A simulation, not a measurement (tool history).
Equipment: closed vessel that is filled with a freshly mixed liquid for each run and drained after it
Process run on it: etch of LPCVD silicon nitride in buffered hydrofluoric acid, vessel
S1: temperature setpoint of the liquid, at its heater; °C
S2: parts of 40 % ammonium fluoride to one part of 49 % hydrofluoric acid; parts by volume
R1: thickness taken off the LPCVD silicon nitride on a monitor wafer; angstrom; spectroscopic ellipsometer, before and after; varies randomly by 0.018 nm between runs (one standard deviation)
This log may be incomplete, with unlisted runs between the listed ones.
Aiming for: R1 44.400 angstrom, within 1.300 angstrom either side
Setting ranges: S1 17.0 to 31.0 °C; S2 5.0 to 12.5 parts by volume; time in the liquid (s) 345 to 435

Run 1, hour 0.0: S1 23.0 °C, S2 7.5 parts by volume, time in the liquid (s) 435. Result: R1 70.359 angstrom.
Run 2, hour 2.3: S1 25.5 °C, S2 7.5 parts by volume, time in the liquid (s) 435. Result: R1 80.143 angstrom.
Run 3, hour 5.5: S1 25.5 °C, S2 5.5 parts by volume, time in the liquid (s) 435. Result: R1 106.900 angstrom.
Run 4, hour 9.9: S1 24.0 °C, S2 5.5 parts by volume, time in the liquid (s) 435. Result: R1 98.208 angstrom.
Run 5, hour 13.9: S1 23.0 °C, S2 6.0 parts by volume, time in the liquid (s) 435. Result: R1 86.549 angstrom.
Run 6, hour 17.0: S1 22.0 °C, S2 6.5 parts by volume, time in the liquid (s) 435. Result: R1 76.651 angstrom.
Run 7, hour 24.9: S1 21.0 °C, S2 7.0 parts by volume, time in the liquid (s) 435. Result: R1 67.449 angstrom.
Run 8, hour 28.3: S1 20.5 °C, S2 7.0 parts by volume, time in the liquid (s) 435. Result: R1 65.795 angstrom.
Run 9, hour 33.4: S1 17.0 °C, S2 9.0 parts by volume, time in the liquid (s) 430. Result: R1 40.668 angstrom.
Run 10, hour 38.0: S1 17.0 °C, S2 9.0 parts by volume, time in the liquid (s) 430. Result: R1 40.369 angstrom.

5 next moves are on the table. One of them brings every result within its allowed miss. Which?
Run A, hour 42.6: S1 17.5 °C, S2 8.5 parts by volume, time in the liquid (s) 405. Result: R1 ?.
Run B, hour 42.6: S1 17.5 °C, S2 9.5 parts by volume, time in the liquid (s) 435. Result: R1 ?.
Run C, hour 42.6: S1 18.0 °C, S2 8.5 parts by volume, time in the liquid (s) 415. Result: R1 ?.
Run D, hour 42.6: S1 17.0 °C, S2 9.0 parts by volume, time in the liquid (s) 435. Result: R1 ?.
Run E, hour 42.6: S1 17.0 °C, S2 8.5 parts by volume, time in the liquid (s) 420. Result: R1 ?.

move      R1
   A  41.709
   B  40.692
   C  43.971
   D  40.917
   E  42.039
A: an improvement on the last run, though not all results are within tolerance
B: an improvement on the last run, though not all results are within tolerance
C: all results land within tolerance of their targets
D: an improvement on the last run, though not all results are within tolerance
E: an improvement on the last run, though not all results are within tolerance
C meets every target.

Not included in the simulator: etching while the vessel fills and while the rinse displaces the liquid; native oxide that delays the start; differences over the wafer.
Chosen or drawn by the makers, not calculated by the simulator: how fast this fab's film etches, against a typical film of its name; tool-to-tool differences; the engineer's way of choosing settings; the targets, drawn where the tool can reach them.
